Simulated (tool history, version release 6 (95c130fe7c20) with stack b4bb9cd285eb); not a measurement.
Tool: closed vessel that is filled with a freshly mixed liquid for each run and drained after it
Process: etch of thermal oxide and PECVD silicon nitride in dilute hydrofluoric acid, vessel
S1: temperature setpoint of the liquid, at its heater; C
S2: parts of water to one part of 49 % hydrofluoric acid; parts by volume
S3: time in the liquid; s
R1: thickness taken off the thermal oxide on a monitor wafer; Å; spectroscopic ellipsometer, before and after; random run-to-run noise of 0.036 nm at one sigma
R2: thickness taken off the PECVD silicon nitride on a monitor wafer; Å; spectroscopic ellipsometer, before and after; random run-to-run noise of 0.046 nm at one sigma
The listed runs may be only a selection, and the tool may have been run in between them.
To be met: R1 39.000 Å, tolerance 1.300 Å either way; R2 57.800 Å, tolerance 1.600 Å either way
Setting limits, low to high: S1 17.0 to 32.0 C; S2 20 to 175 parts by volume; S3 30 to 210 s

{"run": 1, "day": 0.0, "S1": 24.0, "S2": 95, "S3": 105, "R1": 42.761, "R2": 64.929}
{"run": 2, "day": 0.388, "S1": 24.0, "S2": 95, "S3": 75, "R1": 30.618, "R2": 46.219}
{"run": 3, "day": 0.708, "S1": 24.0, "S2": 95, "S3": 110, "R1": 44.828, "R2": 67.143}
{"run": 4, "day": 0.817, "S1": 23.5, "S2": 100, "S3": 110, "R1": 41.433, "R2": 61.625}
{"run": 5, "day": 0.9, "S1": 23.5, "S2": 100, "S3": 80, "R1": 30.357, "R2": 45.116}
{"run": 6, "day": 1.279, "S1": 20.5, "S2": 100, "S3": 80, "R1": 27.176, "R2": 36.836}
{"run": 7, "day": 1.454, "S1": 20.5, "S2": 100, "S3": 80, "R1": 26.497, "R2": 36.932}
{"run": 8, "day": 1.592, "S1": 21.0, "S2": 95, "S3": 80, "R1": 28.707, "R2": 40.021}
{"day": 1.638, "done": "thermometer replaced"}
{"run": 9, "day": 1.638, "S1": 21.5, "S2": 95, "S3": 80, "R1": 32.454, "R2": 47.94}
{"run": 10, "day": 1.967, "S1": 21.5, "S2": 90, "S3": 85, "R1": 36.629, "R2": 53.156}
{"run": 11, "day": 2.317, "S1": 22.0, "S2": 90, "S3": 85, "R1": 38.122, "R2": 55.489}

Next run, 5 choices. One meets every target within its allowed miss, the rest don't. Which?
{"run": "A", "day": 2.667, "S1": 20.5, "S2": 115, "S3": 125, "R1": "?", "R2": "?"}
{"run": "B", "day": 2.667, "S1": 19.5, "S2": 90, "S3": 100, "R1": "?", "R2": "?"}
{"run": "C", "day": 2.667, "S1": 17.5, "S2": 75, "S3": 95, "R1": "?", "R2": "?"}
{"run": "D", "day": 2.667, "S1": 26.0, "S2": 80, "S3": 60, "R1": "?", "R2": "?"}
{"run": "E", "day": 2.667, "S1": 18.5, "S2": 80, "S3": 100, "R1": "?", "R2": "?"}

move=A R1=39.937 R2=58.075
move=B R1=40.289 R2=55.136
move=C R1=42.929 R2=54.440
move=D R1=35.821 R2=57.417
move=E R1=43.956 R2=57.712
A: in spec on every target
B: the biggest miss grows against the last run
C: the biggest miss grows against the last run
D: puts the biggest miss on target and leaves a different result outside tolerance
E: puts the biggest miss on target and leaves a different result outside tolerance
Go with A: it meets all targets.
